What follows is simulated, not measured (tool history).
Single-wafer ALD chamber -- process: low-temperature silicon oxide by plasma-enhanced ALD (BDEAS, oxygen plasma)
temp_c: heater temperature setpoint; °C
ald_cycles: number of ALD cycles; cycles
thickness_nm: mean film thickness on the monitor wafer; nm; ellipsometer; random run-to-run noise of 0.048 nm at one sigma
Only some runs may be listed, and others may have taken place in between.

run	hour	temp_c	ald_cycles	thickness_nm
1	0	100	66	9.8295
2	6.8	96	69	10.41
3	14.1	90	69	10.607
4	18.6	100	69	10.282
5	20.9	96	71	10.821
6	29.1	93	72	10.992
7	38.1	90	73	11.286

Run 8 is up next; what results do you expect?
8	40	88	73	?

{"run 8": {"thickness_nm": 11.274}}
